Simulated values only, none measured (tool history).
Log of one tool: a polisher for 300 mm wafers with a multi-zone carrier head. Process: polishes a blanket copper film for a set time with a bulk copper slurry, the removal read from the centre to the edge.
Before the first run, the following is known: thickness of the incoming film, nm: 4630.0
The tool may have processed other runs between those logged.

run,hour,flow of slurry (ml/min),pressure of the head's centre zone,pressure of the head's middle zone,pressure of the head's edge zone,abrasive content of the slurry,polishing time (s),film removed at the wafer's centre (nm),film removed at mid-radius (nm),film removed at the wafer's edge (nm)
1,0,260,1,1,1,1,62,503.43,494.7,498.24
2,5.6,265,0.99,1.02,1.03,1.05,62,500.13,500.45,510.27
3,9.7,265,0.99,1.02,0.96,1.05,62,500.95,510.84,504.53
4,16,265,0.95,1.02,0.96,1.05,62,478.65,507.82,499.72
5,22.3,230,0.95,1.02,0.96,1.05,62,482.44,493.03,483.53
6,24.7,230,0.95,1.06,0.96,1.05,62,474.32,505.78,485.73
7,26.5,255,0.96,1.07,0.98,1.1,62,497.11,524.73,498.73

Forecast run 8:
8,31.7,275,0.95,1.07,1,1.15,62,?,?,?

{"run 8": {"film removed at the wafer's centre (nm)": 497.53, "film removed at mid-radius (nm)": 547.13, "film removed at the wafer's edge (nm)": 513.09}}
